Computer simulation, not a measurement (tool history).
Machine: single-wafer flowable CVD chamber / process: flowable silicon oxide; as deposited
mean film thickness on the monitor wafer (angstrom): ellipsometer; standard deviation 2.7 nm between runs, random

run	hour	heater temperature setpoint (K)	chamber pressure (Torr)	RF power (kW)	deposition time (s)	mean film thickness on the monitor wafer (angstrom)
1	0.0	368.15	0.743	2.585	725	4494.6
2	3.0	368.15	0.743	2.300	725	4412.6
3	9.8	365.15	0.743	2.300	725	4824.9
4	10.8	363.15	0.743	2.300	725	5150.8
5	11.6	363.15	0.743	2.545	725	5228.9
6	18.9	369.15	0.743	2.545	725	4354.4

What does the tool deliver on the next run?
7	27.9	369.15	0.743	2.545	725	?

Run 7 came out at mean film thickness on the monitor wafer (angstrom) 4332.5.

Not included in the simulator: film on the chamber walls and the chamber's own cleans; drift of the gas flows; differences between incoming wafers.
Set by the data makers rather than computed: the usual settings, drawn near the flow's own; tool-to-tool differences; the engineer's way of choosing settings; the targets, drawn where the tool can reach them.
